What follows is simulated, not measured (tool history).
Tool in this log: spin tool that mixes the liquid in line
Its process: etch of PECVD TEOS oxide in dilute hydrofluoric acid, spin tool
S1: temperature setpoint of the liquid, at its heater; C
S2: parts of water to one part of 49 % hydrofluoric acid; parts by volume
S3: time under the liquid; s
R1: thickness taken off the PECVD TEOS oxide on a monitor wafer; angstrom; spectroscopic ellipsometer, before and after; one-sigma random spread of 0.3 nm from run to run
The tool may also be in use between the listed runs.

run 1 hour=0 | S1=22 S2=105 S3=260 | R1=456.88
run 2 hour=8.7 | S1=24 S2=100 S3=260 | R1=518.31
run 3 hour=14.7 | S1=25.5 S2=95 S3=260 | R1=583.54
run 4 hour=16.5 | S1=22.5 S2=95 S3=260 | R1=516.44
run 5 hour=24.7 | S1=22.5 S2=95 S3=260 | R1=517.87
run 6 hour=26.6 | S1=22.5 S2=80 S3=260 | R1=628.13
run 7 hour=33.1 | S1=24 S2=80 S3=260 | R1=669.47
run 8 hour=40.5 | S1=25 S2=80 S3=260 | R1=692.19

Estimate the outcome of run 9 from the log above:
run 9 hour=44.5 | S1=26 S2=80 S3=260 | R1=?

For run 9 the tool returned R1 724.27 angstrom.
